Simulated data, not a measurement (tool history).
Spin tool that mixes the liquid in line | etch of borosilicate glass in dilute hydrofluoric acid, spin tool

| run | hour | temperature setpoint of the liquid (°C) | parts of water to one part of 49 % hydrofluoric acid (parts by volume) | time under the liquid (s) | thickness taken off the borosilicate glass on a monitor wafer (angstrom) |
|---|---|---|---|---|---|
| 1 | 0 | 20 | 110 | 50 | 112.33 |
| 2 | 6.6 | 20 | 145 | 50 | 84.261 |
| 3 | 14.8 | 20 | 130 | 50 | 94.465 |
| 4 | 18.6 | 20 | 105 | 50 | 119.37 |
| 5 | 21.2 | 22 | 105 | 50 | 127.16 |
| 6 | 27.5 | 20 | 105 | 50 | 119.72 |
| 7 | 34.5 | 19.5 | 110 | 50 | 110.82 |

The next listed run, before its measurement:
| 8 | 40.5 | 19 | 115 | 50 | ? |

thickness taken off the borosilicate glass on a monitor wafer (angstrom): 102.09
